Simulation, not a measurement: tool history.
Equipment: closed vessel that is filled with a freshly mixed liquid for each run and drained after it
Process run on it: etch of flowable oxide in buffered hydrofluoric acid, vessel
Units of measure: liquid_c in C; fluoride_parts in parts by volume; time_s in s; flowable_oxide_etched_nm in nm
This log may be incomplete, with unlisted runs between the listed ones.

run,hour,liquid_c,fluoride_parts,time_s,flowable_oxide_etched_nm
1,0.0,21.0,9.5,100,302.69
2,3.7,21.0,9.5,100,301.14
3,6.0,21.0,8.5,100,338.62
4,14.3,21.0,8.5,100,339.99
5,19.3,21.0,8.5,110,378.92
6,21.6,19.5,8.5,110,347.85
7,27.0,19.0,8.5,110,332.01
8,32.6,18.5,8.5,110,324.24
# hour 37.6: hydrofluoric acid flow meter replaced
9,37.6,18.0,8.5,110,283.02

Predict the results of run 10:
10,46.3,18.5,8.5,110,?

Run 10 measured flowable_oxide_etched_nm 284.24 nm.
